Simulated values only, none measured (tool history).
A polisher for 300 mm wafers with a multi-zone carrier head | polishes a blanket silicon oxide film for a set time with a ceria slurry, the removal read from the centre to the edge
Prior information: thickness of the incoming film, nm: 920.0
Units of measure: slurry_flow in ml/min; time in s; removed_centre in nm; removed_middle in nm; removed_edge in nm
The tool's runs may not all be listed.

| run | hour | slurry_flow | centre_zone | middle_zone | edge_zone | time | removed_centre | removed_middle | removed_edge |
|---|---|---|---|---|---|---|---|---|---|
| 1 | 0.0 | 310 | 1.00 | 1.00 | 1.00 | 38 | 236.15 | 228.10 | 224.42 |
| 2 | 5.5 | 310 | 1.01 | 1.00 | 0.96 | 37 | 225.76 | 227.14 | 214.44 |
| 3 | 8.8 | 310 | 1.01 | 1.07 | 0.96 | 37 | 225.72 | 235.04 | 215.87 |
| 4 | 9.4 | 310 | 1.01 | 1.02 | 0.96 | 37 | 234.75 | 221.74 | 214.83 |
| 5 | 13.8 | 310 | 1.01 | 1.02 | 0.96 | 28 | 172.45 | 170.02 | 163.87 |
| 6 | 19.0 | 310 | 1.01 | 1.02 | 0.96 | 20 | 122.49 | 121.38 | 114.96 |
| 7 | 24.3 | 315 | 1.04 | 1.04 | 0.98 | 24 | 154.03 | 148.05 | 142.16 |
| 8 | 27.6 | 330 | 1.07 | 1.08 | 1.00 | 25 | 166.62 | 159.63 | 148.88 |
| 9 | 34.1 | 335 | 1.09 | 1.11 | 1.03 | 26 | 175.12 | 171.94 | 159.55 |
| 10 | 41.4 | 345 | 1.12 | 1.13 | 1.05 | 27 | 186.46 | 184.72 | 164.69 |
| 11 | 46.7 | 345 | 1.14 | 1.12 | 1.08 | 28 | 189.39 | 186.45 | 176.02 |

Predict the results of run 12:
| 12 | 51.6 | 355 | 1.16 | 1.12 | 1.07 | 29 | ? | ? | ? |

removed_centre: 208.89 nm
removed_middle: 192.05 nm
removed_edge: 179.68 nm

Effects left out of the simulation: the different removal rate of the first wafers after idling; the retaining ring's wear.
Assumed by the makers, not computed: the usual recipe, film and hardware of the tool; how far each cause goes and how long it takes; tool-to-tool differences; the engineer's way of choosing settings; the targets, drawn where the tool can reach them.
